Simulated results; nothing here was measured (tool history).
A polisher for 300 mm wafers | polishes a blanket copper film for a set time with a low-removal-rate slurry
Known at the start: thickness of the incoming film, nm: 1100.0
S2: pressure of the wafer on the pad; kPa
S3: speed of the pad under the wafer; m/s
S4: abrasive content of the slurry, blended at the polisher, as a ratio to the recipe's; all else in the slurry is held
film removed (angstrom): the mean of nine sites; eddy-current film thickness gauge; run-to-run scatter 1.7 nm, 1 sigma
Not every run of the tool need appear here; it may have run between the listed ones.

{"run": 1, "day": 0.0, "flow of slurry (ml/min)": 135, "S2": 14.5, "S3": 1.42, "S4": 1.0, "polishing time (s)": 95, "film removed (angstrom)": 2408.3}
{"run": 2, "day": 0.258, "flow of slurry (ml/min)": 135, "S2": 14.5, "S3": 1.42, "S4": 1.1, "polishing time (s)": 95, "film removed (angstrom)": 2509.0}
{"run": 3, "day": 0.596, "flow of slurry (ml/min)": 130, "S2": 13.1, "S3": 1.42, "S4": 1.1, "polishing time (s)": 95, "film removed (angstrom)": 2252.2}
{"run": 4, "day": 0.942, "flow of slurry (ml/min)": 160, "S2": 13.1, "S3": 1.42, "S4": 1.1, "polishing time (s)": 95, "film removed (angstrom)": 2288.6}
{"run": 5, "day": 1.208, "flow of slurry (ml/min)": 160, "S2": 12.4, "S3": 1.42, "S4": 1.1, "polishing time (s)": 95, "film removed (angstrom)": 2152.2}
{"run": 6, "day": 1.442, "flow of slurry (ml/min)": 160, "S2": 12.4, "S3": 1.42, "S4": 1.1, "polishing time (s)": 95, "film removed (angstrom)": 2169.7}

Forecast run 7:
{"run": 7, "day": 1.558, "flow of slurry (ml/min)": 160, "S2": 11.7, "S3": 1.42, "S4": 1.1, "polishing time (s)": 95, "film removed (angstrom)": "?"}

{"run 7": {"film removed (angstrom)": 2089.3}}
